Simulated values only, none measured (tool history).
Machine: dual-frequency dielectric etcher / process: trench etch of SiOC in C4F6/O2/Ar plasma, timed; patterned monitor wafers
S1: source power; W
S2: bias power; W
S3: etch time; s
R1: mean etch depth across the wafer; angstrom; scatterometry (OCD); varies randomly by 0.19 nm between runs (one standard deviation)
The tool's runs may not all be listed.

Run 1, hour 0: S1 500 W, S2 254 W, S3 14.5 s. Result: R1 346.4 angstrom.
Run 2, hour 8.4: S1 500 W, S2 220 W, S3 14.5 s. Result: R1 332.59 angstrom.
Run 3, hour 11.5: S1 500 W, S2 220 W, S3 14.5 s. Result: R1 335.53 angstrom.
Run 4, hour 13.2: S1 460 W, S2 220 W, S3 14.5 s. Result: R1 325.27 angstrom.
Run 5, hour 14.6: S1 430 W, S2 220 W, S3 14.5 s. Result: R1 316.84 angstrom.
Run 6, hour 23.2: S1 430 W, S2 260 W, S3 14.5 s. Result: R1 331.96 angstrom.
Run 7, hour 29.6: S1 410 W, S2 256 W, S3 14.5 s. Result: R1 326.68 angstrom.

Expected results for the next run?
Run 8, hour 30.4: S1 390 W, S2 252 W, S3 14.5 s. Result: R1 ?.

R1: 316.39 angstrom
